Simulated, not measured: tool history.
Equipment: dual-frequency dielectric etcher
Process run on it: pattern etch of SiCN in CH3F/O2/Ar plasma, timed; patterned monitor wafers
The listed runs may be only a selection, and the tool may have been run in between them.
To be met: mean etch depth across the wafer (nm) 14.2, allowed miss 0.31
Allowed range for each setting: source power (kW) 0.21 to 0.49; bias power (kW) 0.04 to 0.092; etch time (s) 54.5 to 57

| run | hour | source power (kW) | bias power (kW) | etch time (s) | mean etch depth across the wafer (nm) |
|---|---|---|---|---|---|
| 1 | 0 | 0.35 | 0.066 | 54.5 | 16.635 |
| 2 | 2.3 | 0.33 | 0.065 | 54.5 | 16.5 |
| 3 | 8.9 | 0.31 | 0.062 | 54.5 | 15.79 |
| 4 | 10.9 | 0.31 | 0.062 | 57 | 16.386 |
| 5 | 12 | 0.31 | 0.062 | 57 | 16.505 |
| 6 | 16.2 | 0.3 | 0.061 | 57 | 16.13 |
| 7 | 17.3 | 0.29 | 0.06 | 57 | 15.828 |
| 8 | 18.3 | 0.29 | 0.06 | 57 | 15.848 |
| 9 | 20.7 | 0.28 | 0.059 | 57 | 15.458 |
| 10 | 26.5 | 0.27 | 0.059 | 57 | 15.243 |
| 11 | 28.6 | 0.26 | 0.059 | 57 | 15.209 |
| 12 | 34.5 | 0.25 | 0.059 | 57 | 14.997 |
| 13 | 36.1 | 0.24 | 0.059 | 57 | 15.026 |
| 14 | 38 | 0.24 | 0.058 | 57 | 14.673 |
|  | 45.1 | wet clean of the chamber |
| 15 | 45.1 | 0.23 | 0.058 | 57 | 15.068 |
| 16 | 48.1 | 0.23 | 0.057 | 57 | 14.848 |
| 17 | 53.7 | 0.23 | 0.056 | 57 | 14.728 |
| 18 | 60.2 | 0.23 | 0.055 | 57 | 14.598 |

Which of these 5 next moves meets every target?
| A | 66.7 | 0.21 | 0.055 | 54.5 | ? |
| B | 66.7 | 0.24 | 0.06 | 55 | ? |
| C | 66.7 | 0.21 | 0.062 | 56.5 | ? |
| D | 66.7 | 0.29 | 0.051 | 56.5 | ? |
| E | 66.7 | 0.22 | 0.057 | 55 | ? |

| move | mean etch depth across the wafer (nm) |
|---|---|
| A | 13.592 |
| B | 14.878 |
| C | 14.924 |
| D | 15.002 |
| E | 14.147 |
A: moves the result that the last run missed by most past its target, out the other side
B: misses by more than the last run did
C: misses by more than the last run did
D: misses by more than the last run did
E: meets every target
Go with E: it meets all targets.
